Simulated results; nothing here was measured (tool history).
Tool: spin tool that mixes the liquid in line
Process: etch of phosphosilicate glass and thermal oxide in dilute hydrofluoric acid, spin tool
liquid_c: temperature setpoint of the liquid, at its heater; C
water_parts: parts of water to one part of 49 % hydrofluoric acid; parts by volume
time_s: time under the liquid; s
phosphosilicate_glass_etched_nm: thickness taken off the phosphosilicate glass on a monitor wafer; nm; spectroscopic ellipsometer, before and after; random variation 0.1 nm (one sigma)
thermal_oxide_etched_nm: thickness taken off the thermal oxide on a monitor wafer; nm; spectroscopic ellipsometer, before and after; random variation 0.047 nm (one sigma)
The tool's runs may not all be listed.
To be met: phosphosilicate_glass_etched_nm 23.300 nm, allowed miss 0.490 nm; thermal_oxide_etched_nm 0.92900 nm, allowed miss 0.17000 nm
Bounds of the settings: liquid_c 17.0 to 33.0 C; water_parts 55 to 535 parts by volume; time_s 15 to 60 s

run	hour	liquid_c	water_parts	time_s	phosphosilicate_glass_etched_nm	thermal_oxide_etched_nm
1	0.0	25.0	295	30	10.809	0.41856
2	6.4	25.0	295	40	14.303	0.59381
3	13.9	25.0	295	30	10.850	0.41274
4	15.2	26.0	275	30	12.246	0.43163
5	19.0	26.0	255	30	13.380	0.56490
6	21.8	26.0	205	30	17.662	0.67379
7	22.6	27.0	205	30	18.265	0.76655
8	26.6	27.5	205	30	18.612	0.66692
9	31.6	27.5	200	30	19.190	0.68905
10	36.0	27.5	195	30	19.871	0.77735

Which of these 4 next moves meets every target?
A	40.4	28.0	185	25	?	?
B	40.4	30.5	160	25	?	?
C	40.4	33.0	105	15	?	?
D	40.4	31.5	230	35	?	?

move	phosphosilicate_glass_etched_nm	thermal_oxide_etched_nm
A	17.968	0.68159
B	23.431	0.88880
C	25.306	0.95993
D	21.619	0.82007
A: further off than the last run
B: meets every target
C: takes the result that was furthest off past its target
D: nearer than the last run, and not there yet
Answer: B
